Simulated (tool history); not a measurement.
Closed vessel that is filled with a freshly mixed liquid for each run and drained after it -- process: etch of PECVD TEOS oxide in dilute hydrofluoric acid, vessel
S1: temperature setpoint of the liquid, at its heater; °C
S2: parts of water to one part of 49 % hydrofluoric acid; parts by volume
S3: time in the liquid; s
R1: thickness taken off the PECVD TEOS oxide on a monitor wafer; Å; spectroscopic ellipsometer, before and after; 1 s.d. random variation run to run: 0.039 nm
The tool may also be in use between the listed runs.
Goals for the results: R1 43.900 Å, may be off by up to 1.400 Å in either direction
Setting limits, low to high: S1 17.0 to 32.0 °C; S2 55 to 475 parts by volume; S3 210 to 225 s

{"run": 1, "hour": 0.0, "S1": 24.0, "S2": 265, "S3": 210, "R1": 70.592}
{"run": 2, "hour": 3.8, "S1": 24.0, "S2": 265, "S3": 225, "R1": 75.758}
{"run": 3, "hour": 7.3, "S1": 21.0, "S2": 265, "S3": 225, "R1": 67.747}
{"run": 4, "hour": 10.2, "S1": 21.0, "S2": 265, "S3": 225, "R1": 67.73}
{"run": 5, "hour": 15.2, "S1": 20.0, "S2": 280, "S3": 225, "R1": 61.96}
{"run": 6, "hour": 17.3, "S1": 19.5, "S2": 295, "S3": 225, "R1": 56.347}
{"run": 7, "hour": 25.5, "S1": 19.0, "S2": 305, "S3": 225, "R1": 52.769}
{"run": 8, "hour": 29.2, "S1": 18.5, "S2": 310, "S3": 225, "R1": 51.21}
{"run": 9, "hour": 32.9, "S1": 18.0, "S2": 315, "S3": 225, "R1": 48.806}
{"run": 10, "hour": 40.8, "S1": 18.0, "S2": 320, "S3": 225, "R1": 47.566}

Which one of the following 4 next-run settings gets every result inside its allowed miss? There is exactly one.
{"run": "A", "hour": 48.7, "S1": 17.0, "S2": 320, "S3": 215, "R1": "?"}
{"run": "B", "hour": 48.7, "S1": 18.0, "S2": 325, "S3": 225, "R1": "?"}
{"run": "C", "hour": 48.7, "S1": 19.5, "S2": 335, "S3": 220, "R1": "?"}
{"run": "D", "hour": 48.7, "S1": 18.5, "S2": 320, "S3": 220, "R1": "?"}

move=A R1=44.617
move=B R1=47.520
move=C R1=47.213
move=D R1=48.271
A: all results land within tolerance of their targets
B: no nearer and no further than the last run
C: better than the last run, though not everything is in spec
D: lands further from the targets than the last run did
The move that meets every target is A.

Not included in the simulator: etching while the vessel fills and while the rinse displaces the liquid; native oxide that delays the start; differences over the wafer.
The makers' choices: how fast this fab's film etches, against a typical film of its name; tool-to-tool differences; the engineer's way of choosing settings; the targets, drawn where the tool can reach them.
